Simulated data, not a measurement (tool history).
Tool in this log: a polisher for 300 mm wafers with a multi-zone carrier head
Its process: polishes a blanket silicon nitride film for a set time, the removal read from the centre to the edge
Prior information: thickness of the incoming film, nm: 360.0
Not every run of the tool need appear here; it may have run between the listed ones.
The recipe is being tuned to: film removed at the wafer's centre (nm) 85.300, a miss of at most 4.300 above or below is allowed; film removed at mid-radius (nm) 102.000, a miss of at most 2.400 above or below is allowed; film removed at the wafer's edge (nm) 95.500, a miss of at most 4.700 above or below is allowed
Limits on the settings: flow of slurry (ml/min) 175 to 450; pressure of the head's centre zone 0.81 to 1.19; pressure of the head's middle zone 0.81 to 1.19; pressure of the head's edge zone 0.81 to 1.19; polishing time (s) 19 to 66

run	day	flow of slurry (ml/min)	pressure of the head's centre zone	pressure of the head's middle zone	pressure of the head's edge zone	polishing time (s)	film removed at the wafer's centre (nm)	film removed at mid-radius (nm)	film removed at the wafer's edge (nm)
1	0.000	290	1.00	1.00	1.00	42	79.150	77.316	78.288
2	0.046	220	1.00	1.00	1.00	42	76.265	75.223	77.133
3	0.071	220	1.00	1.00	1.00	34	62.265	60.674	63.194
4	0.183	220	1.00	1.00	1.00	27	48.790	48.811	49.600
5	0.558	175	1.00	1.00	1.00	27	46.308	47.940	50.371
6	0.921	175	1.00	1.00	1.00	27	46.506	48.275	48.550
7	1.188	200	0.98	1.05	1.03	33	58.102	61.648	62.349
8	1.504	230	0.96	1.09	1.05	36	62.974	70.584	68.263
9	1.629	245	0.96	1.12	1.08	38	65.922	76.680	72.790

Below are 4 possible settings for the next run. Only one of them brings all results inside the allowed miss of their targets. Which is it?
A	1.754	310	1.09	1.15	1.02	46	?	?	?
B	1.754	270	1.01	1.17	1.05	46	?	?	?
C	1.754	195	0.93	1.13	1.04	51	?	?	?
D	1.754	280	1.03	1.09	0.98	51	?	?	?

move	film removed at the wafer's centre (nm)	film removed at mid-radius (nm)	film removed at the wafer's edge (nm)
A	94.342	95.079	86.741
B	86.335	95.490	87.228
C	85.286	99.862	94.224
D	97.893	99.911	93.829
A: moves toward the targets from the last run without getting all of them in spec
B: moves toward the targets from the last run without getting all of them in spec
C: in spec on every target
D: puts the biggest miss on target and leaves a different result outside tolerance
The move that meets every target is C.
